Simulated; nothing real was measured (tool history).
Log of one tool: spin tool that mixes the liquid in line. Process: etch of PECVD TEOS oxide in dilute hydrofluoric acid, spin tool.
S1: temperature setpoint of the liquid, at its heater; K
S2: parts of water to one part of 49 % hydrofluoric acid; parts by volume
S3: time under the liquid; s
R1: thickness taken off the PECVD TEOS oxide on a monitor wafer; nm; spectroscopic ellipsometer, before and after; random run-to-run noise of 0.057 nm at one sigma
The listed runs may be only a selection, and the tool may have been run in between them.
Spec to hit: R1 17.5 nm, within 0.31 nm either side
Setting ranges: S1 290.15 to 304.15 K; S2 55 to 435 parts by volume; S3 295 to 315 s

| run | hour | S1 | S2 | S3 | R1 |
|---|---|---|---|---|---|
| 1 | 0 | 296.15 | 245 | 295 | 12.853 |
| 2 | 7.9 | 296.15 | 205 | 295 | 16.001 |
| 3 | 13.5 | 297.65 | 205 | 295 | 16.934 |
| 4 | 19.9 | 299.15 | 205 | 295 | 17.865 |
| 5 | 23.9 | 295.65 | 205 | 295 | 15.692 |
| 6 | 27.2 | 296.15 | 205 | 295 | 15.997 |
| 7 | 35.2 | 296.65 | 205 | 295 | 16.34 |
| 8 | 39.9 | 297.15 | 205 | 295 | 16.638 |
| 9 | 40.7 | 297.15 | 205 | 295 | 16.595 |
| 10 | 48.6 | 297.65 | 205 | 295 | 16.952 |

Which one of the following 4 next-run settings gets every result inside its allowed miss? There is exactly one.
| A | 56.5 | 297.65 | 215 | 295 | ? |
| B | 56.5 | 290.65 | 175 | 315 | ? |
| C | 56.5 | 297.65 | 215 | 300 | ? |
| D | 56.5 | 298.15 | 205 | 300 | ? |

| move | R1 |
|---|---|
| A | 15.964 |
| B | 16.677 |
| C | 16.235 |
| D | 17.528 |
A: lands further from the targets than the last run did
B: lands further from the targets than the last run did
C: lands further from the targets than the last run did
D: every result lands within tolerance
Answer: D

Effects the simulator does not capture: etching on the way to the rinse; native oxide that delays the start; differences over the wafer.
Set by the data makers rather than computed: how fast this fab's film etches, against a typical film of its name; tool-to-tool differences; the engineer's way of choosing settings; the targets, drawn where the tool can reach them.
